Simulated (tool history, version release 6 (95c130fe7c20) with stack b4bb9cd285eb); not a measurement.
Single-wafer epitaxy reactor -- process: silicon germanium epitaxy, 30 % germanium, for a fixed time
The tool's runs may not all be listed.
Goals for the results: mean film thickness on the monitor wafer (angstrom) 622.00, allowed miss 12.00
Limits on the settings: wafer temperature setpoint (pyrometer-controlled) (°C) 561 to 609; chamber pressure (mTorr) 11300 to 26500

run,day,wafer temperature setpoint (pyrometer-controlled) (°C),chamber pressure (mTorr),mean film thickness on the monitor wafer (angstrom)
1,0.000,585,18900,395.77
2,0.325,592,18900,462.02
3,0.417,594,18900,481.95
4,0.483,596,18900,499.58
5,0.596,596,20700,521.47
6,0.846,601,20700,576.12
7,0.892,602,20700,592.25
8,1.167,603,20700,591.37

5 next moves are on the table. One of them brings every result within its allowed miss. Which?
A,1.442,601,17200,?
B,1.442,600,17900,?
C,1.442,604,19600,?
D,1.442,602,18900,?
E,1.442,605,20700,?

move,mean film thickness on the monitor wafer (angstrom)
A,544.77
B,540.25
C,603.66
D,572.71
E,626.98
A: moves away from the targets compared with the last run
B: moves away from the targets compared with the last run
C: gains on the last run, yet a result remains outside its allowed miss
D: moves away from the targets compared with the last run
E: every result lands within tolerance
Answer: E

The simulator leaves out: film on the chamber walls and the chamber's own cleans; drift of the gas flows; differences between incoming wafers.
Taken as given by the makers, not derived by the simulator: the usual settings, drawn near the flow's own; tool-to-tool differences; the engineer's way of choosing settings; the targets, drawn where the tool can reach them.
